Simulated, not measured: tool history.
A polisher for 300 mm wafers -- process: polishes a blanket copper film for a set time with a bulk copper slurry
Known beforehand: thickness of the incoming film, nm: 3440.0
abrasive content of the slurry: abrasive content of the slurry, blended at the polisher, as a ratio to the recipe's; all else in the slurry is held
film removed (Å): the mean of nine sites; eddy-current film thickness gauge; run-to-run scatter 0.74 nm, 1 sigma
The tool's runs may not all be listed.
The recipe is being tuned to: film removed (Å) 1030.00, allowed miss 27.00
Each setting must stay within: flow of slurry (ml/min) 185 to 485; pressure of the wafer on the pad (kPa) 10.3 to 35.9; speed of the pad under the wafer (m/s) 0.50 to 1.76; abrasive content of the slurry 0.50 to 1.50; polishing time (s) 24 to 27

| run | day | flow of slurry (ml/min) | pressure of the wafer on the pad (kPa) | speed of the pad under the wafer (m/s) | abrasive content of the slurry | polishing time (s) | film removed (Å) |
|---|---|---|---|---|---|---|---|
| 1 | 0.000 | 310 | 22.8 | 1.12 | 1.00 | 27 | 2639.60 |
| 2 | 0.025 | 310 | 22.8 | 1.02 | 1.00 | 27 | 2392.70 |
| 3 | 0.367 | 310 | 19.3 | 0.94 | 1.00 | 27 | 1869.30 |
| 4 | 0.588 | 310 | 17.2 | 0.90 | 1.00 | 27 | 1632.70 |
| 5 | 0.796 | 310 | 15.2 | 0.86 | 1.00 | 27 | 1400.40 |
| 6 | 1.062 | 310 | 13.8 | 0.84 | 1.00 | 27 | 1271.70 |
| 7 | 1.100 | 310 | 13.1 | 0.84 | 1.00 | 27 | 1198.50 |
| 8 | 1.154 | 310 | 12.4 | 0.84 | 1.00 | 27 | 1155.30 |
| 9 | 1.296 | 310 | 11.7 | 0.84 | 1.00 | 27 | 1094.10 |
|  | 1.325 | worn pad replaced by a new one |
| 10 | 1.325 | 305 | 11.0 | 0.84 | 1.00 | 27 | 1120.20 |
| 11 | 1.546 | 320 | 11.0 | 0.84 | 1.00 | 27 | 1132.00 |
| 12 | 1.592 | 305 | 11.0 | 0.84 | 1.00 | 27 | 1130.70 |
| 13 | 1.962 | 315 | 11.0 | 0.84 | 1.00 | 27 | 1145.50 |
| 14 | 2.038 | 295 | 11.0 | 0.84 | 1.00 | 27 | 1130.90 |
| 15 | 2.196 | 315 | 11.0 | 0.84 | 1.00 | 27 | 1141.20 |
| 16 | 2.438 | 295 | 10.3 | 0.76 | 1.00 | 27 | 975.68 |
| 17 | 2.525 | 305 | 10.3 | 0.76 | 1.00 | 27 | 968.16 |
| 18 | 2.867 | 310 | 10.3 | 0.76 | 1.00 | 27 | 973.06 |

Next run, 5 choices. One meets every target within its allowed miss, the rest don't. Which?
| A | 3.208 | 335 | 11.7 | 0.66 | 1.05 | 27 | ? |
| B | 3.208 | 420 | 10.3 | 0.82 | 1.05 | 26 | ? |
| C | 3.208 | 230 | 11.0 | 0.92 | 1.10 | 24 | ? |
| D | 3.208 | 295 | 15.2 | 0.68 | 1.10 | 24 | ? |
| E | 3.208 | 395 | 14.5 | 0.68 | 1.05 | 25 | ? |

| move | film removed (Å) |
|---|---|
| A | 959.49 |
| B | 1038.60 |
| C | 1082.80 |
| D | 1094.50 |
| E | 1111.30 |
A: the biggest miss grows against the last run
B: every result within its allowed miss
C: pushes the last run's worst result past its target
D: pushes the last run's worst result past its target
E: pushes the last run's worst result past its target
The move that meets every target is B.

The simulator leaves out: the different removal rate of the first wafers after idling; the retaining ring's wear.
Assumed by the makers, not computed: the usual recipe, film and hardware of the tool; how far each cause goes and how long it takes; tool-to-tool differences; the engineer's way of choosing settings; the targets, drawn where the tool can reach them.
